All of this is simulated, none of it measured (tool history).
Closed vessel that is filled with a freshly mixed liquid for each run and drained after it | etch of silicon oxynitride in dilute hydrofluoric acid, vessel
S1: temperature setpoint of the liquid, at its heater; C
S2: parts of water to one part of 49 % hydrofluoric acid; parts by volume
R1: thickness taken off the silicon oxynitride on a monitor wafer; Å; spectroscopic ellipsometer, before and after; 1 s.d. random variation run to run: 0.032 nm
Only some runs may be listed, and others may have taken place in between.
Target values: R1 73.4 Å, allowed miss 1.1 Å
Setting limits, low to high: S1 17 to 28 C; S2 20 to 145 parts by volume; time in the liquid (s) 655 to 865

Run 1, hour 0: S1 20 C, S2 80 parts by volume, time in the liquid (s) 865. Result: R1 142.6 Å.
Run 2, hour 9.5: S1 17 C, S2 80 parts by volume, time in the liquid (s) 865. Result: R1 122.58 Å.
Run 3, hour 17.6: S1 17 C, S2 85 parts by volume, time in the liquid (s) 865. Result: R1 115.49 Å.
Run 4, hour 26.4: S1 17 C, S2 90 parts by volume, time in the liquid (s) 865. Result: R1 108.28 Å.
Run 5, hour 31.5: S1 17 C, S2 90 parts by volume, time in the liquid (s) 865. Result: R1 109.1 Å.
Run 6, hour 40.5: S1 17 C, S2 95 parts by volume, time in the liquid (s) 865. Result: R1 103.14 Å.
Run 7, hour 47.8: S1 17 C, S2 100 parts by volume, time in the liquid (s) 865. Result: R1 97.158 Å.
Run 8, hour 53.1: S1 17 C, S2 105 parts by volume, time in the liquid (s) 865. Result: R1 92.415 Å.
Run 9, hour 62: S1 17 C, S2 115 parts by volume, time in the liquid (s) 865. Result: R1 83.504 Å.
Run 10, hour 66.8: S1 17 C, S2 120 parts by volume, time in the liquid (s) 865. Result: R1 79.464 Å.
Run 11, hour 75.5: S1 17 C, S2 125 parts by volume, time in the liquid (s) 865. Result: R1 76.567 Å.

Which single option among these 4 for the next run brings every result within its allowed miss of target? Just one does.
Run A, hour 84.2: S1 17.5 C, S2 115 parts by volume, time in the liquid (s) 815. Result: R1 ?.
Run B, hour 84.2: S1 19.5 C, S2 130 parts by volume, time in the liquid (s) 795. Result: R1 ?.
Run C, hour 84.2: S1 17 C, S2 120 parts by volume, time in the liquid (s) 775. Result: R1 ?.
Run D, hour 84.2: S1 17.5 C, S2 125 parts by volume, time in the liquid (s) 810. Result: R1 ?.

move      R1
   A  80.873
   B  76.199
   C  71.661
   D  73.469
A: moves away from the targets compared with the last run
B: closer than the last run, but not yet in spec
C: the result that was furthest off in the last run now lies on the other side of its target
D: in spec on every target
D meets every target.
